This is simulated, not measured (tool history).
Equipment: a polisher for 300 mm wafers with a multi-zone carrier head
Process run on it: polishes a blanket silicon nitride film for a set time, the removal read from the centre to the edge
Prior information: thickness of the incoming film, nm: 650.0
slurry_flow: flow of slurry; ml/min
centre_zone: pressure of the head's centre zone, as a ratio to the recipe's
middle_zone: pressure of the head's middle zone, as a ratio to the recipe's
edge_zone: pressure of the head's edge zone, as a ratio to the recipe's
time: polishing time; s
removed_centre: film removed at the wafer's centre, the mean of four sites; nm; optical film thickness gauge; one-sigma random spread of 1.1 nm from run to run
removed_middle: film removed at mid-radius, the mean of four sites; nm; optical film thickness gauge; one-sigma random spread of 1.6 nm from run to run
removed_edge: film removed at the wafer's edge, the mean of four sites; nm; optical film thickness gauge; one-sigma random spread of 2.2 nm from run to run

| run | hour | slurry_flow | centre_zone | middle_zone | edge_zone | time | removed_centre | removed_middle | removed_edge |
|---|---|---|---|---|---|---|---|---|---|
| 1 | 0.0 | 320 | 1.00 | 1.00 | 1.00 | 73 | 227.40 | 226.01 | 228.82 |
| 2 | 2.7 | 390 | 1.00 | 1.00 | 1.00 | 73 | 230.12 | 232.64 | 227.35 |
| 3 | 5.3 | 435 | 1.00 | 1.00 | 1.00 | 73 | 234.32 | 233.78 | 231.50 |
| 4 | 7.9 | 485 | 1.00 | 1.00 | 1.00 | 73 | 236.17 | 238.39 | 229.94 |
| 5 | 13.9 | 480 | 0.97 | 1.00 | 0.99 | 72 | 222.12 | 232.96 | 225.22 |
|  | 22.4 | edge zone pressure recalibrated |
| 6 | 22.4 | 480 | 0.97 | 1.00 | 0.92 | 72 | 225.61 | 233.44 | 229.57 |

What will run 7 give?
| 7 | 27.5 | 405 | 0.87 | 1.04 | 1.02 | 62 | ? | ? | ? |

Run 7 produced removed_centre 173.83 nm, removed_middle 203.27 nm, removed_edge 198.16 nm.

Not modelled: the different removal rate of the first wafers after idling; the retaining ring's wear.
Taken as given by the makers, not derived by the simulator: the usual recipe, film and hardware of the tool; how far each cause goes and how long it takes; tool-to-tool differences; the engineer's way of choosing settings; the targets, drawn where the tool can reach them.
